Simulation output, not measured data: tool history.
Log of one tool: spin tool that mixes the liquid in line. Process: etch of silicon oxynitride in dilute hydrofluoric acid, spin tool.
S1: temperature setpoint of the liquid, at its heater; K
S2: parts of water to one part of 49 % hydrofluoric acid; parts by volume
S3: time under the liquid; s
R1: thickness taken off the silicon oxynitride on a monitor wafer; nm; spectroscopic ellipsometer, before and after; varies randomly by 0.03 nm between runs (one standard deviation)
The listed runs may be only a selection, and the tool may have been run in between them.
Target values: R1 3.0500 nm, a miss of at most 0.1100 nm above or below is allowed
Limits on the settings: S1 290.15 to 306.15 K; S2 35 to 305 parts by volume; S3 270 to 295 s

{"run": 1, "hour": 0.0, "S1": 298.15, "S2": 170, "S3": 270, "R1": 4.9407}
{"run": 2, "hour": 1.8, "S1": 300.65, "S2": 170, "S3": 270, "R1": 5.6085}
{"run": 3, "hour": 9.4, "S1": 299.15, "S2": 175, "S3": 270, "R1": 4.9127}
{"run": 4, "hour": 16.1, "S1": 299.15, "S2": 175, "S3": 270, "R1": 5.1358}
{"run": 5, "hour": 24.1, "S1": 299.15, "S2": 175, "S3": 270, "R1": 5.0305}
{"run": 6, "hour": 32.7, "S1": 299.15, "S2": 115, "S3": 270, "R1": 7.9457}
{"run": 7, "hour": 40.9, "S1": 297.65, "S2": 125, "S3": 270, "R1": 6.9385}
{"run": 8, "hour": 43.2, "S1": 293.65, "S2": 195, "S3": 270, "R1": 3.4495}
{"run": 9, "hour": 50.8, "S1": 293.15, "S2": 195, "S3": 270, "R1": 3.3703}
{"run": 10, "hour": 52.6, "S1": 292.65, "S2": 195, "S3": 270, "R1": 3.3536}
{"run": 11, "hour": 55.2, "S1": 290.15, "S2": 195, "S3": 270, "R1": 2.9499}

Next run, 4 choices. One meets every target within its allowed miss, the rest don't. Which?
{"run": "A", "hour": 57.8, "S1": 290.15, "S2": 205, "S3": 270, "R1": "?"}
{"run": "B", "hour": 57.8, "S1": 290.15, "S2": 200, "S3": 270, "R1": "?"}
{"run": "C", "hour": 57.8, "S1": 290.65, "S2": 215, "S3": 285, "R1": "?"}
{"run": "D", "hour": 57.8, "S1": 290.15, "S2": 190, "S3": 270, "R1": "?"}

move=A R1=2.7930
move=B R1=2.8712
move=C R1=2.8618
move=D R1=3.0403
A: its largest miss is bigger than the last run's
B: its largest miss is bigger than the last run's
C: its largest miss is bigger than the last run's
D: meets every target
The move that meets every target is D.

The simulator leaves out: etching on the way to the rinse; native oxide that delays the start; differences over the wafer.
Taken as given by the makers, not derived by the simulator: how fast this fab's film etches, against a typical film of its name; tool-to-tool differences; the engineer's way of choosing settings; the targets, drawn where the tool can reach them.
